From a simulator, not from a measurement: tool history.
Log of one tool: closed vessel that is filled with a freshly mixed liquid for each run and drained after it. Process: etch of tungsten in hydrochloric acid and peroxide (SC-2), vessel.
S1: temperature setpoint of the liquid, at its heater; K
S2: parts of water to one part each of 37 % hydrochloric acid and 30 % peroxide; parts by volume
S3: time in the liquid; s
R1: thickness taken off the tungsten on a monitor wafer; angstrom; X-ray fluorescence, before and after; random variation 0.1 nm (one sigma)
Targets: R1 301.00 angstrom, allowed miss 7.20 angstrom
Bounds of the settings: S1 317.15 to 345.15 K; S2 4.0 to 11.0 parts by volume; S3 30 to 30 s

run	hour	S1	S2	S3	R1
1	0.0	333.15	6.0	30	161.06
2	7.8	336.15	6.0	30	195.95
3	13.6	338.15	6.0	30	221.28
4	18.7	335.15	6.0	30	183.18
5	27.1	335.15	8.0	30	147.49
6	30.9	335.15	8.0	30	147.14
7	31.8	338.15	8.0	30	176.70
# hour 32.8: chemicals flow meter replaced
8	32.8	340.15	7.5	30	197.04
9	37.6	341.65	7.0	30	224.81
10	41.2	342.65	6.5	30	252.25

Which of these 4 next moves meets every target?
A	44.8	344.15	5.5	30	?
B	44.8	339.15	5.5	30	?
C	44.8	344.65	6.0	30	?
D	44.8	343.65	6.0	30	?

move	R1
A	313.12
B	232.37
C	302.30
D	285.04
A: takes the result that was furthest off past its target
B: further off than the last run
C: meets every target
D: nearer than the last run, and not there yet
The right move is C.
